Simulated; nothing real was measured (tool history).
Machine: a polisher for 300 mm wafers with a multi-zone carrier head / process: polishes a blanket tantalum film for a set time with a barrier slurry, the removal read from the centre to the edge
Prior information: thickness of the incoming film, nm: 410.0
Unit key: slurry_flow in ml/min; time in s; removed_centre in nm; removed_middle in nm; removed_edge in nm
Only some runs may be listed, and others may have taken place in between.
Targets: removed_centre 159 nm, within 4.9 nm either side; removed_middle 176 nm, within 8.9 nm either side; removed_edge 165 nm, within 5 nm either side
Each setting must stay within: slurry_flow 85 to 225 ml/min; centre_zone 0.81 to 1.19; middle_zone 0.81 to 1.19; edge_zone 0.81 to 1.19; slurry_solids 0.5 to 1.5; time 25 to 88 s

run,day,slurry_flow,centre_zone,middle_zone,edge_zone,slurry_solids,time,removed_centre,removed_middle,removed_edge
1,0,145,1,1,1,1,56,118.37,118.2,117.06
2,0.021,145,1,1,1,0.85,56,112.89,115.18,113.08
3,0.346,150,0.99,1.04,1.04,1.05,58,122.79,125.13,127.83
4,0.579,150,0.94,1.04,1.04,1.05,58,115.8,121.49,126.03
5,0.683,150,0.94,1.04,1.04,1.05,63,127.76,135.6,136.69
6,0.879,165,0.94,1.04,1.04,1.05,63,127.63,137.41,139.05
7,0.958,175,0.97,1.08,1.05,1.1,64,138.5,144.26,142.22
8,1.017,175,0.96,1.11,1.04,1.2,65,141.19,153.8,149.48
9,1.283,180,0.97,1.13,1.04,1.25,65,143.31,156.16,148.82
10,1.392,185,0.97,1.14,1.04,1.3,66,145.91,160.83,158.31
11,1.617,190,0.98,1.15,1.03,1.3,67,153.68,168.57,160.06

Which one of the following 4 next-run settings gets every result inside its allowed miss? There is exactly one.
A,1.842,190,0.96,1.18,1.19,1.45,62,?,?,?
B,1.842,195,0.89,1.17,0.94,1.2,72,?,?,?
C,1.842,210,0.95,1.14,0.99,1.4,69,?,?,?
D,1.842,190,1.08,1.09,1.01,1.3,65,?,?,?

move,removed_centre,removed_middle,removed_edge
A,142.25,161.75,159.83
B,147.76,180.29,159.35
C,157.92,177.97,163.01
D,163.66,158.95,151.12
A: its largest miss is bigger than the last run's
B: its largest miss is bigger than the last run's
C: in spec on every target
D: the worst result of the last run now meets its target, but another is out of spec
The move that meets every target is C.
